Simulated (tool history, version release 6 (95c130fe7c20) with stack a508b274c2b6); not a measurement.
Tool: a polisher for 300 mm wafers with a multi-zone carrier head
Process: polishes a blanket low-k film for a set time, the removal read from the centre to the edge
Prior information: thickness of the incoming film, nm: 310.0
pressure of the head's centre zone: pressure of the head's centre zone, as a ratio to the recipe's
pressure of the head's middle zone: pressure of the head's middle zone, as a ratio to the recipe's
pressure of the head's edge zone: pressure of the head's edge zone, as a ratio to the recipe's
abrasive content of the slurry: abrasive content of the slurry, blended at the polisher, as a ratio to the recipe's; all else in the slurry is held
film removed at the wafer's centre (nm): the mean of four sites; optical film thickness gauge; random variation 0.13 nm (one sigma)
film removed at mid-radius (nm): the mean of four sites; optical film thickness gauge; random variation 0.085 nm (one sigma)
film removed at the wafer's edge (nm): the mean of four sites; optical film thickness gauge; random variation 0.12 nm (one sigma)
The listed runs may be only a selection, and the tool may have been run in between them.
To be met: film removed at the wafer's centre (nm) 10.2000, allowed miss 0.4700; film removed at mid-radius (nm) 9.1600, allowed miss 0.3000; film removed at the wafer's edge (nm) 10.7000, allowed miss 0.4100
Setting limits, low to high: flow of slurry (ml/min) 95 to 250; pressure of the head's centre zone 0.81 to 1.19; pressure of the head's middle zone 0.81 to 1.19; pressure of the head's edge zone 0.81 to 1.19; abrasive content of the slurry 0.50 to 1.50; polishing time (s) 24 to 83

run,hour,flow of slurry (ml/min),pressure of the head's centre zone,pressure of the head's middle zone,pressure of the head's edge zone,abrasive content of the slurry,polishing time (s),film removed at the wafer's centre (nm),film removed at mid-radius (nm),film removed at the wafer's edge (nm)
1,0.0,160,1.00,1.00,1.00,1.00,53,20.2710,19.7040,19.6170
2,2.8,150,0.99,0.97,0.99,0.90,50,17.5400,17.0490,17.2610
3,6.7,145,0.99,0.94,0.99,0.80,47,15.2770,14.5110,15.3730
4,15.0,140,0.99,0.92,0.98,0.75,46,14.3080,13.1650,14.1050
5,16.6,120,0.99,0.92,0.98,0.75,46,13.9390,13.0220,14.3650
6,25.5,120,0.99,0.92,0.98,0.85,46,14.5450,13.8800,15.2900
7,31.9,120,0.98,0.90,0.97,0.80,45,14.0820,13.0010,13.9660
8,40.7,115,0.97,0.89,0.97,0.75,44,12.7520,11.8880,13.2090
9,45.6,110,0.96,0.82,0.87,0.50,42,9.4669,8.1869,9.6908
10,50.9,115,0.96,0.83,0.89,0.50,42,9.6503,8.4499,9.6849
11,55.6,110,0.96,0.83,0.92,0.50,42,9.2028,8.4132,9.7973
12,63.0,155,0.99,0.84,0.97,0.55,42,11.4420,9.7293,11.0620

Exercise: of the 5 proposed moves below, exactly one satisfies all targets within the stated allowed misses. Which move is it?
A,70.4,225,0.94,1.02,0.89,0.65,34,?,?,?
B,70.4,100,0.84,0.92,1.04,0.55,45,?,?,?
C,70.4,95,0.84,0.83,1.00,0.50,50,?,?,?
D,70.4,140,1.11,0.81,0.98,0.55,41,?,?,?
E,70.4,135,0.96,0.85,1.02,0.50,43,?,?,?

move,film removed at the wafer's centre (nm),film removed at mid-radius (nm),film removed at the wafer's edge (nm)
A,10.1650,10.7940,10.1480
B,8.9827,10.0340,11.2440
C,9.2071,9.4775,11.5160
D,11.9520,8.9577,10.7170
E,10.0960,9.1245,10.6160
A: gets the furthest-off result to its target, but another result is out of tolerance
B: pushes the last run's worst result past its target
C: pushes the last run's worst result past its target
D: moves away from the targets compared with the last run
E: all results in spec
E meets every target.
